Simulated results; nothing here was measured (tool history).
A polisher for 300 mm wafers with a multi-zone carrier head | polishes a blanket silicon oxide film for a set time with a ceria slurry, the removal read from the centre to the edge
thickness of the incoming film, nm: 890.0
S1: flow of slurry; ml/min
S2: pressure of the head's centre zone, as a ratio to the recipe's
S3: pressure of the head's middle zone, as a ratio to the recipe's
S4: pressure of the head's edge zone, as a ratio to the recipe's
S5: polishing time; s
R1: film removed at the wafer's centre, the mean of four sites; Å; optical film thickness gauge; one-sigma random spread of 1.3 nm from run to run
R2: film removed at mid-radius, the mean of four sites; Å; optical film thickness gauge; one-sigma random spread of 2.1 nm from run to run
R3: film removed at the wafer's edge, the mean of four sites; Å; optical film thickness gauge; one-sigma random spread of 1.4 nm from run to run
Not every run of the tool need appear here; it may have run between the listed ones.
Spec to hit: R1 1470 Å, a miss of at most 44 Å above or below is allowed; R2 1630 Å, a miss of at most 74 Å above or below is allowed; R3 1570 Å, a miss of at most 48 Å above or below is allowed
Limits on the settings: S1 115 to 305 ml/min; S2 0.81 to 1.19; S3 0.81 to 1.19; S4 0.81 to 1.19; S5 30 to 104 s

{"run": 1, "hour": 0.0, "S1": 195, "S2": 1, "S3": 1, "S4": 1, "S5": 67, "R1": 2314.6, "R2": 2390.1, "R3": 2474.5}
{"run": 2, "hour": 8.4, "S1": 190, "S2": 0.98, "S3": 1, "S4": 0.95, "S5": 59, "R1": 1992, "R2": 2095.9, "R3": 2109.3}
{"run": 3, "hour": 16.3, "S1": 185, "S2": 0.96, "S3": 0.99, "S4": 0.91, "S5": 55, "R1": 1813, "R2": 1982.5, "R3": 1952.2}
{"run": 4, "hour": 19.2, "S1": 185, "S2": 0.93, "S3": 0.99, "S4": 0.91, "S5": 55, "R1": 1803.4, "R2": 1949.9, "R3": 1941.4}
{"run": 5, "hour": 26.0, "S1": 185, "S2": 0.85, "S3": 0.99, "S4": 0.91, "S5": 55, "R1": 1622.6, "R2": 1951.9, "R3": 1935.4}
{"run": 6, "hour": 30.2, "S1": 180, "S2": 0.87, "S3": 0.98, "S4": 0.88, "S5": 52, "R1": 1568.1, "R2": 1798, "R3": 1796.3}
{"hour": 38.0, "done": "slurry nozzle cleaned"}
{"run": 7, "hour": 38.0, "S1": 175, "S2": 0.88, "S3": 0.98, "S4": 0.86, "S5": 50, "R1": 1559.9, "R2": 1813.9, "R3": 1740.5}
{"run": 8, "hour": 41.0, "S1": 170, "S2": 0.88, "S3": 0.96, "S4": 0.85, "S5": 48, "R1": 1519.3, "R2": 1696.4, "R3": 1668.1}
{"run": 9, "hour": 43.8, "S1": 165, "S2": 0.88, "S3": 0.96, "S4": 0.84, "S5": 47, "R1": 1458, "R2": 1600.7, "R3": 1625.6}

5 candidate next runs follow, results not yet known. Just one meets every target within its allowed miss. Identify it.
{"run": "A", "hour": 46.6, "S1": 155, "S2": 0.9, "S3": 0.9, "S4": 0.86, "S5": 46, "R1": "?", "R2": "?", "R3": "?"}
{"run": "B", "hour": 46.6, "S1": 180, "S2": 0.84, "S3": 0.9, "S4": 0.86, "S5": 49, "R1": "?", "R2": "?", "R3": "?"}
{"run": "C", "hour": 46.6, "S1": 195, "S2": 0.85, "S3": 1.08, "S4": 0.81, "S5": 46, "R1": "?", "R2": "?", "R3": "?"}
{"run": "D", "hour": 46.6, "S1": 225, "S2": 0.89, "S3": 0.96, "S4": 0.81, "S5": 45, "R1": "?", "R2": "?", "R3": "?"}
{"run": "E", "hour": 46.6, "S1": 150, "S2": 0.82, "S3": 0.91, "S4": 0.81, "S5": 50, "R1": "?", "R2": "?", "R3": "?"}

move=A R1=1466.5 R2=1512.2 R3=1601.4
move=B R1=1482.5 R2=1636.3 R3=1725.1
move=C R1=1423 R2=1805.5 R3=1586.4
move=D R1=1479.5 R2=1620.4 R3=1570.3
move=E R1=1445.6 R2=1654 R3=1694.6
A: corrects the largest miss of the last run, while another result sits out of spec
B: misses by more than the last run did
C: corrects the largest miss of the last run, while another result sits out of spec
D: all results in spec
E: misses by more than the last run did
So the answer is move D, the one that meets all the targets.
